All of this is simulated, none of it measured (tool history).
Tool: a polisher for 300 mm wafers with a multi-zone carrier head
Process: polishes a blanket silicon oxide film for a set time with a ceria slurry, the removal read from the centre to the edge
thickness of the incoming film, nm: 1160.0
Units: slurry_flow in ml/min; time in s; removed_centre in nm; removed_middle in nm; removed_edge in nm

run  hour  slurry_flow  centre_zone  middle_zone  edge_zone  time  removed_centre  removed_middle  removed_edge
  1     0          275            1            1          1    56          197.11          198.32         189.8
  2   8.9          270            1         1.01       1.04    60          212.17          215.23        212.69
  3  17.6          270            1         0.93       1.04    60          210.82          202.49         208.1
  4  23.8          270         1.01         0.98       1.07    62          226.09          217.37        220.23
  5  25.4          270         1.01         0.98       1.03    62          223.14          220.36        215.01
  6    32          275            1         1.01       1.07    64          228.66          225.11        224.02
  7  39.3          255         0.99         1.03       1.08    67          236.25          243.07        236.77
  8  46.8          255         0.98         1.04        1.1    69          240.71          247.99        246.13
  9  49.1          255         0.98         1.04        1.1    69          235.91          245.58         241.3
 10  49.7          260         0.97         1.05       1.12    71          245.66          255.68        259.51
 11  52.5          270         0.97         1.07       1.13    71          241.96          266.02         265.7
 12  56.1          270         0.97         1.07       1.13    71          246.41          266.48         258.6
 13  56.7          280         0.97         1.07       1.14    71          244.12          266.74        263.96
 14  60.7          290         0.98         1.07       1.15    71          250.55          267.05        269.65
 15  62.4          300         0.98         1.07       1.15    71           249.4          263.11         265.6
 16  65.6          300         0.98         1.08       1.16    71          248.53          266.57        265.53

Run 17 comes next. What will it give?
 17  72.1          305         0.98         1.08       1.17    71               ?               ?             ?

Run 17 gave removed_centre 251.48 nm, removed_middle 265.25 nm, removed_edge 264.93 nm.
